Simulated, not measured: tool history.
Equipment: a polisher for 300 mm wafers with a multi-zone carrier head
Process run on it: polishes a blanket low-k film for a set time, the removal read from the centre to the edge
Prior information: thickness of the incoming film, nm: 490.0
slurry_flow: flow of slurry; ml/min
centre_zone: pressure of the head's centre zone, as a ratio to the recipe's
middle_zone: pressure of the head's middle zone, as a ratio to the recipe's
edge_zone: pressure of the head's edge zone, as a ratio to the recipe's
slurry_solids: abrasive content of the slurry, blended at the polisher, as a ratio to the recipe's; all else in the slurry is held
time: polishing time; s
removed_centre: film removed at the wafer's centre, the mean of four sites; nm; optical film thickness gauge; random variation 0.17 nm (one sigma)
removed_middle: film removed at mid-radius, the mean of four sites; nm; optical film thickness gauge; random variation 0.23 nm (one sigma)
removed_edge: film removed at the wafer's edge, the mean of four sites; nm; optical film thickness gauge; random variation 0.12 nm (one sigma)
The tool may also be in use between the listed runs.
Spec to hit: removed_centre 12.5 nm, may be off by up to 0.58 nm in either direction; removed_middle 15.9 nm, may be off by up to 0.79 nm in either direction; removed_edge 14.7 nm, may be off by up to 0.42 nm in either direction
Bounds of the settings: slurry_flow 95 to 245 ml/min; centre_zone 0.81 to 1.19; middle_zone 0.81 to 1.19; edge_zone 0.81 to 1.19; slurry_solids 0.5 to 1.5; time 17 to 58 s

Run 1, hour 0: slurry_flow 155 ml/min, centre_zone 1, middle_zone 1, edge_zone 1, slurry_solids 1, time 37 s. Result: removed_centre 10.121 nm, removed_middle 10.261 nm, removed_edge 9.6855 nm.
Run 2, hour 5.8: slurry_flow 160 ml/min, centre_zone 0.97, middle_zone 1.03, edge_zone 1.04, slurry_solids 1.15, time 38 s. Result: removed_centre 10.848 nm, removed_middle 11.612 nm, removed_edge 10.561 nm.
Run 3, hour 13.2: slurry_flow 155 ml/min, centre_zone 0.93, middle_zone 1.03, edge_zone 1.08, slurry_solids 1.25, time 40 s. Result: removed_centre 11.026 nm, removed_middle 12.687 nm, removed_edge 11.793 nm.
Run 4, hour 14.3: slurry_flow 160 ml/min, centre_zone 0.92, middle_zone 1.04, edge_zone 1.11, slurry_solids 1.3, time 41 s. Result: removed_centre 11.368 nm, removed_middle 13.101 nm, removed_edge 12.47 nm.
Run 5, hour 22.8: slurry_flow 160 ml/min, centre_zone 0.92, middle_zone 1.07, edge_zone 1.11, slurry_solids 1.3, time 41 s. Result: removed_centre 11.425 nm, removed_middle 13.45 nm, removed_edge 12.463 nm.
At hour 25.4: edge zone pressure recalibrated.
Run 6, hour 25.4: slurry_flow 190 ml/min, centre_zone 0.92, middle_zone 1.07, edge_zone 1.11, slurry_solids 1.3, time 41 s. Result: removed_centre 11.842 nm, removed_middle 13.627 nm, removed_edge 13.444 nm.
Run 7, hour 29: slurry_flow 195 ml/min, centre_zone 0.91, middle_zone 1.1, edge_zone 1.1, slurry_solids 1.35, time 41 s. Result: removed_centre 11.763 nm, removed_middle 14.313 nm, removed_edge 13.423 nm.
Run 8, hour 36.5: slurry_flow 205 ml/min, centre_zone 0.91, middle_zone 1.12, edge_zone 1.1, slurry_solids 1.4, time 41 s. Result: removed_centre 12.145 nm, removed_middle 14.823 nm, removed_edge 13.757 nm.
Run 9, hour 41.8: slurry_flow 210 ml/min, centre_zone 0.91, middle_zone 1.13, edge_zone 1.11, slurry_solids 1.4, time 41 s. Result: removed_centre 12.255 nm, removed_middle 15.287 nm, removed_edge 14.116 nm.
Run 10, hour 45.3: slurry_flow 215 ml/min, centre_zone 0.91, middle_zone 1.14, edge_zone 1.11, slurry_solids 1.4, time 41 s. Result: removed_centre 12.61 nm, removed_middle 15.069 nm, removed_edge 13.944 nm.
Run 11, hour 47.7: slurry_flow 220 ml/min, centre_zone 0.9, middle_zone 1.15, edge_zone 1.11, slurry_solids 1.4, time 41 s. Result: removed_centre 12.169 nm, removed_middle 15.43 nm, removed_edge 14.064 nm.
Run 12, hour 52.8: slurry_flow 225 ml/min, centre_zone 0.9, middle_zone 1.15, edge_zone 1.12, slurry_solids 1.4, time 41 s. Result: removed_centre 12.252 nm, removed_middle 15.273 nm, removed_edge 14.084 nm.

Pick the move, out of 5, that brings all results within their allowed miss; only one does.
Run A, hour 57.9: slurry_flow 245 ml/min, centre_zone 0.98, middle_zone 1.06, edge_zone 1.19, slurry_solids 1.35, time 39 s. Result: removed_centre ?, removed_middle ?, removed_edge ?.
Run B, hour 57.9: slurry_flow 240 ml/min, centre_zone 0.87, middle_zone 0.98, edge_zone 1.19, slurry_solids 1.35, time 43 s. Result: removed_centre ?, removed_middle ?, removed_edge ?.
Run C, hour 57.9: slurry_flow 245 ml/min, centre_zone 0.91, middle_zone 1.08, edge_zone 1.17, slurry_solids 1.45, time 39 s. Result: removed_centre ?, removed_middle ?, removed_edge ?.
Run D, hour 57.9: slurry_flow 215 ml/min, centre_zone 1, middle_zone 1.19, edge_zone 1.07, slurry_solids 1.3, time 41 s. Result: removed_centre ?, removed_middle ?, removed_edge ?.
Run E, hour 57.9: slurry_flow 185 ml/min, centre_zone 0.89, middle_zone 1.12, edge_zone 1.07, slurry_solids 1.25, time 46 s. Result: removed_centre ?, removed_middle ?, removed_edge ?.

move  removed_centre  removed_middle  removed_edge
   A          12.447          13.502        13.918
   B          12.131          13.903        15.333
   C          11.835          14.059        14.139
   D          12.951          15.218        13.545
   E          12.424          15.639        14.758
A: misses by more than the last run did
B: the result that was furthest off in the last run now lies on the other side of its target
C: misses by more than the last run did
D: misses by more than the last run did
E: every result within its allowed miss
E meets every target.

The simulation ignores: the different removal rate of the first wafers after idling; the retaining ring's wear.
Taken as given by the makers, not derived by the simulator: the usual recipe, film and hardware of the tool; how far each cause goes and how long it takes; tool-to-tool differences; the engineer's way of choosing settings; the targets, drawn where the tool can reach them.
